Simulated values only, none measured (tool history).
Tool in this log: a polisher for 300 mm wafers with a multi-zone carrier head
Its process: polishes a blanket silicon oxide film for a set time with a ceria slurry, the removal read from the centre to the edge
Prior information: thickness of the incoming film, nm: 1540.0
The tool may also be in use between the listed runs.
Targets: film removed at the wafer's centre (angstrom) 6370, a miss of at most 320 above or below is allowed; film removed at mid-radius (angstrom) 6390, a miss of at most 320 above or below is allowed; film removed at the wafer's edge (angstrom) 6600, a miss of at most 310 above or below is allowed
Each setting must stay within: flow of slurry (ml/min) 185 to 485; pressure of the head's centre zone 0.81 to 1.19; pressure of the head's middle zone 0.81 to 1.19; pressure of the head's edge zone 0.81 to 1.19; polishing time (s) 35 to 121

run,hour,flow of slurry (ml/min),pressure of the head's centre zone,pressure of the head's middle zone,pressure of the head's edge zone,polishing time (s),film removed at the wafer's centre (angstrom),film removed at mid-radius (angstrom),film removed at the wafer's edge (angstrom)
1,0,310,1,1,1,78,4382.9,4591.9,4546.6
2,5.5,310,1,1,1.06,78,4478.4,4646,4697.9
3,9.9,310,0.94,1,1.06,78,4186.8,4605.9,4727.7
4,16.8,265,0.94,1,1.06,78,4044.3,4496.3,4656
5,18.9,275,0.97,1,1.08,86,4591.2,4855.5,5254.8
6,25.3,225,0.97,1,1.08,86,4415.7,4777.4,5160.5
7,29.1,255,1,1.03,1.09,91,4963.3,5370.1,5384.1
8,32.4,280,1.01,1.02,1.11,95,5261.2,5605.2,5740
9,40.2,295,1.03,1.02,1.12,99,5755.8,5934.6,6012.5
10,45.5,305,1.03,1.02,1.13,101,6004.2,5992.2,6161.8
11,54.4,310,1.03,1.02,1.14,103,5951.8,6186.2,6395

Pick the move, out of 5, that brings all results within their allowed miss; only one does.
A,63.3,320,0.99,1.12,1.16,113,?,?,?
B,63.3,410,1.1,1.08,1.17,100,?,?,?
C,63.3,380,0.99,0.93,1.14,111,?,?,?
D,63.3,325,1,0.94,1.16,112,?,?,?
E,63.3,330,1.17,1.11,1.12,108,?,?,?

move,film removed at the wafer's centre (angstrom),film removed at mid-radius (angstrom),film removed at the wafer's edge (angstrom)
A,6388.8,7380.4,7038.2
B,6490.6,6551.7,6393.7
C,6416.2,6524,6983.4
D,6404.8,6504.9,7000.1
E,7257,7031.9,6643.6
A: puts the biggest miss on target and leaves a different result outside tolerance
B: in spec on every target
C: puts the biggest miss on target and leaves a different result outside tolerance
D: puts the biggest miss on target and leaves a different result outside tolerance
E: carries the result that was furthest off beyond its target, to the other side
The move that meets every target is B.

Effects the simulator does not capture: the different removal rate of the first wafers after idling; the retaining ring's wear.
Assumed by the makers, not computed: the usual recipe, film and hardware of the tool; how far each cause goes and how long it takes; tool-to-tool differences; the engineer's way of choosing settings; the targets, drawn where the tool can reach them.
